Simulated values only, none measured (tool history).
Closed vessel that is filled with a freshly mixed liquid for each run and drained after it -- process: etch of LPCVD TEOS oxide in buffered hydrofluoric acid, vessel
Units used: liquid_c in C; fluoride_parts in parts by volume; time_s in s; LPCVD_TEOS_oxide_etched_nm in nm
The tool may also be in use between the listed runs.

run	hour	liquid_c	fluoride_parts	time_s	LPCVD_TEOS_oxide_etched_nm
1	0.0	21.0	13.0	90	106.080
2	6.4	21.0	15.5	90	88.612
3	12.9	20.0	15.5	90	84.165
4	17.7	18.5	15.5	90	77.095
5	25.5	18.5	15.5	90	77.407
6	32.7	18.5	13.0	90	91.222
7	35.5	18.0	14.0	90	82.488
8	37.4	17.5	14.5	90	77.453
9	42.8	17.5	15.0	90	74.982
10	50.9	17.5	15.5	90	72.034

Run 11 has not been measured yet. What should we expect?
11	56.9	17.0	15.5	90	?

{"run 11": {"LPCVD_TEOS_oxide_etched_nm": 70.652}}
